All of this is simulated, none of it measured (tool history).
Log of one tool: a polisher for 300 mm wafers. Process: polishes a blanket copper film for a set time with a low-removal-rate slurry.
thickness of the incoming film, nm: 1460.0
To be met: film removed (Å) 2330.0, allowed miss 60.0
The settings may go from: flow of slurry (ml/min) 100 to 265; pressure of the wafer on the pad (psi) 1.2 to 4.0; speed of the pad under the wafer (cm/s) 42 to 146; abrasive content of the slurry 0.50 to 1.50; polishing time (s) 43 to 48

| run | hour | flow of slurry (ml/min) | pressure of the wafer on the pad (psi) | speed of the pad under the wafer (cm/s) | abrasive content of the slurry | polishing time (s) | film removed (Å) |
|---|---|---|---|---|---|---|---|
| 1 | 0.0 | 170 | 2.6 | 94 | 1.00 | 48 | 1396.6 |
| 2 | 1.3 | 145 | 2.6 | 94 | 1.00 | 48 | 1361.7 |
| 3 | 2.9 | 155 | 2.9 | 94 | 1.00 | 48 | 1541.2 |
| 4 | 5.5 | 165 | 3.1 | 94 | 1.00 | 48 | 1645.0 |
| 5 | 13.7 | 145 | 3.1 | 94 | 1.00 | 48 | 1605.2 |
| 6 | 21.6 | 145 | 3.1 | 94 | 0.85 | 48 | 1547.1 |
| 7 | 28.2 | 155 | 3.3 | 94 | 0.85 | 48 | 1670.1 |
| 8 | 29.9 | 165 | 3.4 | 94 | 0.85 | 48 | 1734.1 |
| 9 | 32.7 | 180 | 4.0 | 102 | 0.85 | 48 | 2221.0 |
| 10 | 40.0 | 180 | 4.0 | 104 | 0.85 | 48 | 2265.7 |

4 next moves are on the table. One of them brings every result within its allowed miss. Which?
| A | 47.3 | 155 | 3.8 | 126 | 0.90 | 44 | ? |
| B | 47.3 | 185 | 4.0 | 108 | 1.05 | 48 | ? |
| C | 47.3 | 180 | 4.0 | 114 | 0.75 | 45 | ? |
| D | 47.3 | 220 | 3.6 | 106 | 0.95 | 48 | ? |

| move | film removed (Å) |
|---|---|
| A | 2329.9 |
| B | 2494.5 |
| C | 2220.7 |
| D | 2202.7 |
A: meets every target
B: takes the result that was furthest off past its target
C: further off than the last run
D: further off than the last run
Move A is the one to make.

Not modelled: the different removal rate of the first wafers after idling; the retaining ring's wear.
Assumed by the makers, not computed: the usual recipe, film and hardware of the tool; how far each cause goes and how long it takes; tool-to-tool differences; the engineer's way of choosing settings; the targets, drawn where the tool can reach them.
